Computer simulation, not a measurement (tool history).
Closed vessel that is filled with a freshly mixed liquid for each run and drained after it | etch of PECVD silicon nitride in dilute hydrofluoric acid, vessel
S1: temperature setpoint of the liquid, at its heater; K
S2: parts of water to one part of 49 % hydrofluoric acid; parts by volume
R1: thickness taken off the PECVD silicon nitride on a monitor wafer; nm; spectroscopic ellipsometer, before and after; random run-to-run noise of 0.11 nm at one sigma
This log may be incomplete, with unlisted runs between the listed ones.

run 1 hour=0.0 | S1=293.15 S2=70 time_in_the_liquid_(s)=845 | R1=19.041
run 2 hour=6.4 | S1=291.65 S2=70 time_in_the_liquid_(s)=845 | R1=17.169
run 3 hour=12.7 | S1=291.65 S2=80 time_in_the_liquid_(s)=845 | R1=14.985
run 4 hour=19.0 | S1=291.65 S2=100 time_in_the_liquid_(s)=845 | R1=12.121
run 5 hour=27.0 | S1=294.15 S2=90 time_in_the_liquid_(s)=845 | R1=15.920
run 6 hour=34.5 | S1=296.65 S2=90 time_in_the_liquid_(s)=845 | R1=18.814
run 7 hour=39.2 | S1=297.65 S2=85 time_in_the_liquid_(s)=845 | R1=21.318
run 8 hour=46.8 | S1=298.65 S2=80 time_in_the_liquid_(s)=845 | R1=24.149

Predict the results of run 9:
run 9 hour=50.9 | S1=299.15 S2=75 time_in_the_liquid_(s)=845 | R1=?

{"run 9": {"R1": 26.719}}
